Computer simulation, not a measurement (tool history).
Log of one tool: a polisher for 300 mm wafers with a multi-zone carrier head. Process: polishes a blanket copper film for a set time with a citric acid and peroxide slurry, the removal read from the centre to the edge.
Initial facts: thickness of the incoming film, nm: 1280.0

| run | day | flow of slurry (ml/min) | pressure of the head's centre zone | pressure of the head's middle zone | pressure of the head's edge zone | abrasive content of the slurry | polishing time (s) | film removed at the wafer's centre (Å) | film removed at mid-radius (Å) | film removed at the wafer's edge (Å) |
|---|---|---|---|---|---|---|---|---|---|---|
| 1 | 0.000 | 190 | 1.00 | 1.00 | 1.00 | 1.00 | 86 | 1394.9 | 1474.0 | 1488.5 |
| 2 | 0.346 | 190 | 1.00 | 0.96 | 1.00 | 1.00 | 86 | 1392.5 | 1440.9 | 1469.0 |
| 3 | 0.442 | 190 | 1.00 | 0.96 | 1.00 | 1.00 | 94 | 1540.1 | 1586.6 | 1604.9 |
| 4 | 0.554 | 190 | 1.00 | 0.96 | 1.06 | 1.00 | 94 | 1547.4 | 1595.2 | 1679.4 |
| 5 | 0.679 | 185 | 0.98 | 0.96 | 1.00 | 0.85 | 92 | 1417.0 | 1508.9 | 1566.6 |
|  | 1.004 | centre zone pressure recalibrated |
| 6 | 1.004 | 185 | 0.98 | 0.96 | 0.93 | 0.85 | 92 | 1552.3 | 1498.4 | 1503.7 |
| 7 | 1.029 | 185 | 0.95 | 0.99 | 0.90 | 0.80 | 87 | 1378.4 | 1450.2 | 1407.6 |

Run 8 comes next. What will it give?
| 8 | 1.208 | 180 | 0.94 | 1.00 | 0.88 | 0.75 | 84 | ? | ? | ? |

{"run 8": {"film removed at the wafer's centre (Å)": 1297.9, "film removed at mid-radius (Å)": 1378.1, "film removed at the wafer's edge (Å)": 1338.5}}

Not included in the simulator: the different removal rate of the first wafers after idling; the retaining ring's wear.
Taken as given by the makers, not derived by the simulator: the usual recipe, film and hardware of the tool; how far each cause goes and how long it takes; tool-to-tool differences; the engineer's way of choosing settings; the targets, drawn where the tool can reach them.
